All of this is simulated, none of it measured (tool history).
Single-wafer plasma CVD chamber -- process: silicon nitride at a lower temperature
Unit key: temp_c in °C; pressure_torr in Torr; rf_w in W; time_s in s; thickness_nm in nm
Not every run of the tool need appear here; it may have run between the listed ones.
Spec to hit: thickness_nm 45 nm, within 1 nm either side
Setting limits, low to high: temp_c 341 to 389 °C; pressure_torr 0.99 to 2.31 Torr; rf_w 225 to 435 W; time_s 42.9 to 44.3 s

run	hour	temp_c	pressure_torr	rf_w	time_s	thickness_nm
1	0	365	1.65	330	42.9	50.644
2	0.6	371	1.65	330	42.9	50.577
3	5	371	1.56	325	42.9	49.663
4	12.6	371	1.56	300	42.9	46.095
5	16	371	1.56	300	44.3	47.713
6	18.6	361	1.56	300	44.3	47.967
7	26.7	361	1.51	300	44.3	47.613
8	29.2	361	1.47	300	44.3	47.436
9	32.2	361	1.43	300	44.3	46.824
10	32.8	361	1.4	300	44.3	46.767
11	39	361	1.37	300	44.3	46.509
12	47.2	361	1.34	300	44.3	46.122
# hour 51.1: RF generator calibrated
13	51.1	361	1.34	300	44.3	48.091
14	52.5	361	1.34	295	44.3	47.253
15	57.8	361	1.34	290	44.3	46.725
16	61.9	361	1.34	290	44.3	46.781

5 next moves are on the table. One of them brings every result within its allowed miss. Which?
A	66	365	1.38	280	43.5	?
B	66	360	1.27	310	44.3	?
C	66	361	1.2	310	44.3	?
D	66	341	1.16	315	42.9	?
E	66	366	1.38	310	44.3	?

move	thickness_nm
A	44.672
B	49.009
C	48.395
D	47.483
E	49.789
A: hits every target within its allowed miss
B: moves away from the targets compared with the last run
C: moves away from the targets compared with the last run
D: moves away from the targets compared with the last run
E: moves away from the targets compared with the last run
Move A is the one to make.
